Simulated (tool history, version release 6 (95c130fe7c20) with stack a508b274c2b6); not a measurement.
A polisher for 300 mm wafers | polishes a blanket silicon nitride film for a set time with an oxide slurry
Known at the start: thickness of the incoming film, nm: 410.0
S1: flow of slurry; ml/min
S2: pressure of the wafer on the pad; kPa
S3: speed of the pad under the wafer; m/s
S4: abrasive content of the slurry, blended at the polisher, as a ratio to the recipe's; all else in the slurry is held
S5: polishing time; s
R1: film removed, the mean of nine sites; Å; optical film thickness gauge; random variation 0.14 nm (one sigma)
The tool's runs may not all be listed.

run 1 hour=0 | S1=280 S2=17.9 S3=1.2 S4=1 S5=51 | R1=246.91
run 2 hour=7.5 | S1=280 S2=15.9 S3=1.2 S4=1 S5=51 | R1=222.06
run 3 hour=10.9 | S1=280 S2=14.5 S3=1.2 S4=1 S5=51 | R1=203.28
run 4 hour=12.7 | S1=280 S2=13.8 S3=1.2 S4=1 S5=51 | R1=194.01
run 5 hour=14.6 | S1=280 S2=13.1 S3=1.2 S4=1 S5=51 | R1=184.98
run 6 hour=16.2 | S1=280 S2=13.1 S3=1.2 S4=1 S5=54 | R1=192.87
run 7 hour=21.8 | S1=280 S2=13.1 S3=1.2 S4=1 S5=54 | R1=197.37
run 8 hour=26.3 | S1=280 S2=12.4 S3=1.2 S4=1 S5=54 | R1=189.28
run 9 hour=31.4 | S1=280 S2=11.7 S3=1.2 S4=1 S5=54 | R1=177.19

Run 10 comes next. What will it give?
run 10 hour=35.3 | S1=280 S2=11.7 S3=1.2 S4=1 S5=54 | R1=?

{"run 10": {"R1": 181.19}}
